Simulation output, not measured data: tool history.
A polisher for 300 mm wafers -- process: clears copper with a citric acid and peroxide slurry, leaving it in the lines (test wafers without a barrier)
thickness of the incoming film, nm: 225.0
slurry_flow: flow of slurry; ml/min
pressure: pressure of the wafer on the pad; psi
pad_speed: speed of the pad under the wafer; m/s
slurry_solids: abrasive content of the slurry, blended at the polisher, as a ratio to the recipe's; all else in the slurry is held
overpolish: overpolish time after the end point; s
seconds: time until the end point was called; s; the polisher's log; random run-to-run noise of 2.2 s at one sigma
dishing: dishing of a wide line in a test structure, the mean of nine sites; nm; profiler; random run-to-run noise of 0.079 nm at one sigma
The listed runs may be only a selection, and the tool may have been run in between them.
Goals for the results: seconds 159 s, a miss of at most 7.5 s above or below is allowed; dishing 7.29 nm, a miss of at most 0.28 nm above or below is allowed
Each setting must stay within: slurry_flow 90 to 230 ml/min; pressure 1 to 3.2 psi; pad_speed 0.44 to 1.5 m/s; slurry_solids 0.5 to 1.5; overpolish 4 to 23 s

Run 1, hour 0: slurry_flow 150 ml/min, pressure 2.1 psi, pad_speed 0.96 m/s, slurry_solids 1, overpolish 12 s. Result: seconds 120.85 s, dishing 15.906 nm.
Run 2, hour 4.2: slurry_flow 150 ml/min, pressure 2.1 psi, pad_speed 0.86 m/s, slurry_solids 1, overpolish 12 s. Result: seconds 134.96 s, dishing 14.221 nm.
Run 3, hour 5.7: slurry_flow 160 ml/min, pressure 2 psi, pad_speed 0.86 m/s, slurry_solids 1, overpolish 10 s. Result: seconds 136.6 s, dishing 11.73 nm.
Run 4, hour 8.4: slurry_flow 160 ml/min, pressure 2.2 psi, pad_speed 0.86 m/s, slurry_solids 1, overpolish 10 s. Result: seconds 127.47 s, dishing 12.798 nm.
Run 5, hour 15.4: slurry_flow 170 ml/min, pressure 2 psi, pad_speed 0.86 m/s, slurry_solids 1, overpolish 9 s. Result: seconds 136.65 s, dishing 10.753 nm.
Run 6, hour 18.2: slurry_flow 170 ml/min, pressure 2 psi, pad_speed 0.86 m/s, slurry_solids 1.2, overpolish 9 s. Result: seconds 133.46 s, dishing 11.151 nm.
Run 7, hour 22.8: slurry_flow 175 ml/min, pressure 1.9 psi, pad_speed 0.86 m/s, slurry_solids 1.2, overpolish 8 s. Result: seconds 138.67 s, dishing 9.5257 nm.
Run 8, hour 29.8: slurry_flow 175 ml/min, pressure 1.8 psi, pad_speed 0.86 m/s, slurry_solids 1.2, overpolish 8 s. Result: seconds 146.01 s, dishing 8.9751 nm.

Which of these 5 next moves meets every target?
Run A, hour 36.8: slurry_flow 230 ml/min, pressure 1.7 psi, pad_speed 0.96 m/s, slurry_solids 1.05, overpolish 10 s. Result: seconds ?, dishing ?.
Run B, hour 36.8: slurry_flow 195 ml/min, pressure 2.2 psi, pad_speed 0.74 m/s, slurry_solids 1.05, overpolish 10 s. Result: seconds ?, dishing ?.
Run C, hour 36.8: slurry_flow 160 ml/min, pressure 1.6 psi, pad_speed 0.88 m/s, slurry_solids 1.2, overpolish 7 s. Result: seconds ?, dishing ?.
Run D, hour 36.8: slurry_flow 195 ml/min, pressure 1.5 psi, pad_speed 1.08 m/s, slurry_solids 1.4, overpolish 10 s. Result: seconds ?, dishing ?.
Run E, hour 36.8: slurry_flow 175 ml/min, pressure 1.7 psi, pad_speed 0.92 m/s, slurry_solids 1.25, overpolish 10 s. Result: seconds ?, dishing ?.

move  seconds  dishing
   A    133.3   11.877
   B   137.77   11.574
   C   156.61   7.2264
   D   127.72   12.328
   E   138.58   11.449
A: lands further from the targets than the last run did
B: lands further from the targets than the last run did
C: all results land within tolerance of their targets
D: lands further from the targets than the last run did
E: lands further from the targets than the last run did
The move that meets every target is C.

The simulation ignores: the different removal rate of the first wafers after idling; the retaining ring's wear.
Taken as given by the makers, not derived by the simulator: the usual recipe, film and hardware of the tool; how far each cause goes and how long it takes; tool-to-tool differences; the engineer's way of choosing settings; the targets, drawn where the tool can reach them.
